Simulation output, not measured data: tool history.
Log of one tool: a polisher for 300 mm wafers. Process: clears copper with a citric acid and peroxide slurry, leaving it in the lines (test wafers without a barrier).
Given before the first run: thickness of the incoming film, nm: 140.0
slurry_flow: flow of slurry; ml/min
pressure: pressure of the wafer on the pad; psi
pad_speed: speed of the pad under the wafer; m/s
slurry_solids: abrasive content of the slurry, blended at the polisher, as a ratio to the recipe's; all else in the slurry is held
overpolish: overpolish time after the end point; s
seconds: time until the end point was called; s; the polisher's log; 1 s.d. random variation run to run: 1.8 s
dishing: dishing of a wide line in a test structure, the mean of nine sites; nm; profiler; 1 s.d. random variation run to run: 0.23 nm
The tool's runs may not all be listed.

Run 1, day 0: slurry_flow 300 ml/min, pressure 2.7 psi, pad_speed 0.94 m/s, slurry_solids 1, overpolish 22 s. Result: seconds 83.269 s, dishing 21.358 nm.
Run 2, day 0.275: slurry_flow 300 ml/min, pressure 2.5 psi, pad_speed 0.94 m/s, slurry_solids 1, overpolish 22 s. Result: seconds 93.835 s, dishing 19.897 nm.
Run 3, day 0.375: slurry_flow 300 ml/min, pressure 2.4 psi, pad_speed 0.94 m/s, slurry_solids 1, overpolish 21 s. Result: seconds 97.67 s, dishing 17.982 nm.
Run 4, day 0.617: slurry_flow 300 ml/min, pressure 2.4 psi, pad_speed 0.94 m/s, slurry_solids 0.85, overpolish 21 s. Result: seconds 100.73 s, dishing 17.686 nm.
Run 5, day 0.946: slurry_flow 300 ml/min, pressure 2.4 psi, pad_speed 0.94 m/s, slurry_solids 1.05, overpolish 21 s. Result: seconds 96.681 s, dishing 18.334 nm.
Run 6, day 1.242: slurry_flow 300 ml/min, pressure 2.3 psi, pad_speed 0.94 m/s, slurry_solids 1.05, overpolish 21 s. Result: seconds 97.285 s, dishing 17.748 nm.
Run 7, day 1.317: slurry_flow 300 ml/min, pressure 2.3 psi, pad_speed 0.94 m/s, slurry_solids 1.05, overpolish 21 s. Result: seconds 97.495 s, dishing 17.316 nm.

Forecast run 8:
Run 8, day 1.583: slurry_flow 300 ml/min, pressure 2.2 psi, pad_speed 0.94 m/s, slurry_solids 1.05, overpolish 21 s. Result: seconds ?, dishing ?.

{"run 8": {"seconds": 105.57, "dishing": 16.914}}
